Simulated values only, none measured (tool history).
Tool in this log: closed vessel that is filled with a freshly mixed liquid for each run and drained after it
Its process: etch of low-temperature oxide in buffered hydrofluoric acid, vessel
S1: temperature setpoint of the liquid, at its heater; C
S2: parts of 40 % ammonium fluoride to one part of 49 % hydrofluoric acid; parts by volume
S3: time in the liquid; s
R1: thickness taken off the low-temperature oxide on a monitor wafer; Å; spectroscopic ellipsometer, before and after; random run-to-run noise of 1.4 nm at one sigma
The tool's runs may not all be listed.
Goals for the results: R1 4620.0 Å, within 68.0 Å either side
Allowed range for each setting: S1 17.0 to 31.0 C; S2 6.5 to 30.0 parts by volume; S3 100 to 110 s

run  hour    S1    S2   S3      R1
  1   0.0  23.0  18.5  100  2036.0
  2   4.9  23.0  15.5  100  2418.0
  3   5.7  25.5  15.5  100  2786.2
  4   8.9  26.5  15.0  100  3018.4
  5  12.8  26.5  11.5  100  3914.1
  6  21.6  27.0  11.5  100  4017.7
  7  30.4  27.5  11.5  100  4136.1
  8  34.3  28.0  11.5  100  4268.9

4 candidate next runs follow, results not yet known. Just one meets every target within its allowed miss. Identify it.
  A  38.2  28.0  12.0  100   ?
  B  38.2  24.0  10.5  100   ?
  C  38.2  27.0  10.5  105   ?
  D  38.2  29.5  11.5  105   ?

move      R1
   A  4087.6
   B  3753.9
   C  4634.8
   D  4843.5
A: its largest miss is bigger than the last run's
B: its largest miss is bigger than the last run's
C: meets every target
D: carries the result that was furthest off beyond its target, to the other side
Move C is the one to make.
